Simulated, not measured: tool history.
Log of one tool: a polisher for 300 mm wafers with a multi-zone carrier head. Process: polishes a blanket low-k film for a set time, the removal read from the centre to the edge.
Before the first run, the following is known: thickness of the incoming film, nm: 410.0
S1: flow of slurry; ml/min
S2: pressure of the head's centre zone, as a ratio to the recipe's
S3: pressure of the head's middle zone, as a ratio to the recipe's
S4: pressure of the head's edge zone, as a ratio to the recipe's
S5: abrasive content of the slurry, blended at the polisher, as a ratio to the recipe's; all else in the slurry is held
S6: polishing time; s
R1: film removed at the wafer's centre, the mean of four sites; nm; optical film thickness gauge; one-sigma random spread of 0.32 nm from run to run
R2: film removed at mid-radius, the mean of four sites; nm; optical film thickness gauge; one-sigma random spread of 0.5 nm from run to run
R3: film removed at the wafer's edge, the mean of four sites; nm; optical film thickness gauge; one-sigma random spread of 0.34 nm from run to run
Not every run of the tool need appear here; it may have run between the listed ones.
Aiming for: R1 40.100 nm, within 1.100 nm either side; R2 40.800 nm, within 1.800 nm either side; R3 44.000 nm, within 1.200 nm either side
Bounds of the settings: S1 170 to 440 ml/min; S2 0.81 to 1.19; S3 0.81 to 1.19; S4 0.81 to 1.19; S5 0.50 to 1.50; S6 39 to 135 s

run  hour   S1    S2    S3    S4    S5  S6      R1      R2      R3
  1   0.0  280  1.00  1.00  1.00  1.00  87  33.882  32.881  32.288
  2   1.9  280  1.00  0.92  1.00  1.00  87  33.966  31.526  31.863
  3   8.1  280  0.99  0.93  1.04  1.10  87  35.768  32.950  33.911
  4   8.7  275  0.96  0.94  1.07  1.20  88  35.986  35.349  36.351
  5  14.9  275  0.96  0.94  1.10  1.20  88  35.707  34.532  36.880
  6  20.6  280  0.96  0.95  1.12  1.25  88  37.287  36.534  38.055
  7  28.5  280  0.95  0.94  1.14  1.30  88  37.226  36.911  39.125
  8  31.2  285  0.94  0.94  1.15  1.35  88  37.221  37.057  40.522
  9  31.9  295  0.94  0.95  1.16  1.35  88  36.865  38.070  40.464
 10  33.5  295  0.94  0.95  1.17  1.40  88  37.314  37.593  41.416
 11  34.4  295  0.95  0.96  1.17  1.40  88  38.310  38.995  40.897
 12  38.5  295  0.94  0.95  1.18  1.45  89  39.164  38.996  42.574

Consider the 5 candidate settings below. Which is the only one whose results all fall within their allowed miss of target?
  A  42.6  295  0.87  0.86  1.19  1.50  89   ?   ?   ?
  B  42.6  300  0.89  0.98  1.19  1.50  90   ?   ?   ?
  C  42.6  290  0.94  0.95  1.18  1.40  94   ?   ?   ?
  D  42.6  205  0.89  0.82  1.15  1.50  97   ?   ?   ?
  E  42.6  315  0.90  0.89  1.19  1.45  91   ?   ?   ?

move      R1      R2      R3
   A  36.870  37.273  43.274
   B  38.255  42.091  43.748
   C  40.908  41.512  44.168
   D  39.000  37.258  44.775
   E  38.788  38.940  43.867
A: corrects the largest miss of the last run, while another result sits out of spec
B: corrects the largest miss of the last run, while another result sits out of spec
C: in spec on every target
D: corrects the largest miss of the last run, while another result sits out of spec
E: corrects the largest miss of the last run, while another result sits out of spec
The right move is C.

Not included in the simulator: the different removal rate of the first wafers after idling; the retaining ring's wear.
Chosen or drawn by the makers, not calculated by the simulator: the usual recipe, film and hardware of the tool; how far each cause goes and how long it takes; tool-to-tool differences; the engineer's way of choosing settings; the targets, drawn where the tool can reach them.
